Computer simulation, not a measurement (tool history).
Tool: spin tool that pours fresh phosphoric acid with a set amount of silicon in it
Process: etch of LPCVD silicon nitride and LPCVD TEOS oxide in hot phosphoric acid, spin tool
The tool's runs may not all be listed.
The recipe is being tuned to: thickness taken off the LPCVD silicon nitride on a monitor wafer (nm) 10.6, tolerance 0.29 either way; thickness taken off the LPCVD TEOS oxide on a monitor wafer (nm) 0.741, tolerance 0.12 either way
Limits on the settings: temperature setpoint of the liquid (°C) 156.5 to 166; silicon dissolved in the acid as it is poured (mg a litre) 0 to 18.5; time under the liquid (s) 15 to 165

| run | hour | temperature setpoint of the liquid (°C) | silicon dissolved in the acid as it is poured (mg a litre) | time under the liquid (s) | thickness taken off the LPCVD silicon nitride on a monitor wafer (nm) | thickness taken off the LPCVD TEOS oxide on a monitor wafer (nm) |
|---|---|---|---|---|---|---|
| 1 | 0 | 161 | 8 | 85 | 7.2502 | 0.50038 |
| 2 | 7.3 | 159.5 | 8 | 85 | 6.8152 | 0.48698 |
| 3 | 8.1 | 159.5 | 8 | 60 | 4.8194 | 0.31489 |
| 4 | 11.6 | 160.5 | 8.5 | 70 | 5.8814 | 0.39892 |
| 5 | 12.2 | 160.5 | 4 | 70 | 5.8029 | 0.46794 |
| 6 | 12.8 | 161.5 | 5.5 | 75 | 6.51 | 0.49364 |
| 7 | 15.1 | 162.5 | 6 | 80 | 7.1378 | 0.59377 |
| 8 | 21.1 | 163 | 8 | 85 | 7.6915 | 0.58447 |
| 9 | 25 | 163.5 | 9 | 90 | 8.2478 | 0.58945 |
| 10 | 32 | 164 | 9.5 | 95 | 8.9037 | 0.75832 |
| 11 | 36.7 | 164 | 11 | 100 | 9.3728 | 0.65487 |
| 12 | 43.5 | 164.5 | 11.5 | 105 | 10.017 | 0.70378 |

Exactly one of the 5 candidate moves below puts every result within its allowed miss. Which one?
| A | 50.3 | 165 | 12.5 | 95 | ? | ? |
| B | 50.3 | 164 | 18.5 | 120 | ? | ? |
| C | 50.3 | 164.5 | 12 | 110 | ? | ? |
| D | 50.3 | 166 | 12.5 | 95 | ? | ? |
| E | 50.3 | 164.5 | 18 | 100 | ? | ? |

| move | thickness taken off the LPCVD silicon nitride on a monitor wafer (nm) | thickness taken off the LPCVD TEOS oxide on a monitor wafer (nm) |
|---|---|---|
| A | 9.2476 | 0.75841 |
| B | 11.303 | 0.76514 |
| C | 10.533 | 0.85686 |
| D | 9.5555 | 0.81523 |
| E | 9.5757 | 0.67027 |
A: its largest miss is bigger than the last run's
B: carries the result that was furthest off beyond its target, to the other side
C: every result within its allowed miss
D: its largest miss is bigger than the last run's
E: its largest miss is bigger than the last run's
So the answer is move C, the one that meets all the targets.
